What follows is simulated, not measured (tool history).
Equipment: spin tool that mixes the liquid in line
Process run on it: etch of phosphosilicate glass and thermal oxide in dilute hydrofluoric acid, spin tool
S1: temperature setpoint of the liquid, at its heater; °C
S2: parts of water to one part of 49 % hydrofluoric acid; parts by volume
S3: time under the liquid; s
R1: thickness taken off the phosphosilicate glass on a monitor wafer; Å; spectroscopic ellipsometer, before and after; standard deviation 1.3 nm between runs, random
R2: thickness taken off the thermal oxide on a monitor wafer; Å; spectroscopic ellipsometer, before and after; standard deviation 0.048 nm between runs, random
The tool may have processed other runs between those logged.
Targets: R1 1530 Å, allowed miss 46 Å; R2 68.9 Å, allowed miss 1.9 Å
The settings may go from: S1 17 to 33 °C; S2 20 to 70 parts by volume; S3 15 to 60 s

run,day,S1,S2,S3,R1,R2
1,0,25,40,30,910.2,40.711
2,0.242,27.5,40,30,1006,45.118
3,0.275,29,40,30,1077.5,47.875
4,0.604,26.5,40,30,978.9,43.411
5,0.675,28.5,40,30,1050.8,47.081
6,0.721,31.5,40,30,1181.8,53.121
7,0.904,32,40,30,1198.5,53.872
8,1.133,32.5,40,30,1243.5,55.648
9,1.5,33,35,30,1430.7,65.116
10,1.867,32.5,35,30,1397.9,64.452
11,2.162,33,35,30,1440.8,65.6
12,2.383,32.5,35,30,1384.9,64.031
13,2.575,33,30,30,1714.1,76.818
14,2.938,32,30,30,1645.4,74.024
15,3.258,31.5,30,30,1613.9,71.616

5 candidate next runs follow, results not yet known. Just one meets every target within its allowed miss. Identify it.
A,3.579,32.5,40,35,?,?
B,3.579,28.5,25,25,?,?
C,3.579,30.5,35,35,?,?
D,3.579,33,35,30,?,?
E,3.579,33,30,25,?,?

move,R1,R2
A,1416,64.843
B,1413.7,64.738
C,1508.3,69.068
D,1426.3,65.312
E,1398.5,64.041
A: takes the biggest miss from the last run beyond its target
B: takes the biggest miss from the last run beyond its target
C: all results land within tolerance of their targets
D: takes the biggest miss from the last run beyond its target
E: takes the biggest miss from the last run beyond its target
The right move is C.

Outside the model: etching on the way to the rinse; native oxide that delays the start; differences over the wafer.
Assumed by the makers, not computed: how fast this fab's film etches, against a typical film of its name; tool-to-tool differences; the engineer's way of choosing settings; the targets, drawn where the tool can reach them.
